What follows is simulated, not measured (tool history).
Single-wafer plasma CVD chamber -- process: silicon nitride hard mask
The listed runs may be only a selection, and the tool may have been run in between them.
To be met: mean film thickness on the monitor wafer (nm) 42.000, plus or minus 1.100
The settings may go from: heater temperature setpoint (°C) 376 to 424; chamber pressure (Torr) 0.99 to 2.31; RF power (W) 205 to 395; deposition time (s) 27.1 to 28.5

run,hour,heater temperature setpoint (°C),chamber pressure (Torr),RF power (W),deposition time (s),mean film thickness on the monitor wafer (nm)
1,0.0,400,1.65,300,28.5,34.743
2,6.3,400,1.49,300,28.5,33.892
3,11.4,392,1.49,300,28.5,33.844
4,13.0,392,1.21,300,28.5,31.989
5,17.8,392,1.21,300,27.1,30.323
6,21.9,392,1.21,315,27.1,31.255
7,29.4,392,1.54,365,28.2,37.785
8,31.3,392,1.58,365,28.2,38.257
9,38.2,392,1.61,365,28.2,38.466
10,41.3,392,1.64,365,28.2,38.493
11,47.1,392,1.67,365,28.2,38.519
12,49.9,392,1.70,365,28.2,38.670
13,58.8,392,1.73,365,28.2,39.139
14,66.0,392,1.76,365,28.2,39.001
15,74.6,392,1.78,365,28.2,39.391
16,82.7,392,1.80,365,28.2,39.381

Below are 5 possible settings for the next run. Only one of them brings all results inside the allowed miss of their targets. Which is it?
A,90.8,387,2.20,350,27.6,?
B,90.8,396,1.76,360,27.7,?
C,90.8,380,1.64,360,28.5,?
D,90.8,390,1.84,370,28.2,?
E,90.8,389,1.88,385,28.5,?

move,mean film thickness on the monitor wafer (nm)
A,39.604
B,38.131
C,38.778
D,39.948
E,41.528
A: an improvement on the last run, though not all results are within tolerance
B: misses by more than the last run did
C: misses by more than the last run did
D: an improvement on the last run, though not all results are within tolerance
E: meets every target
E meets every target.
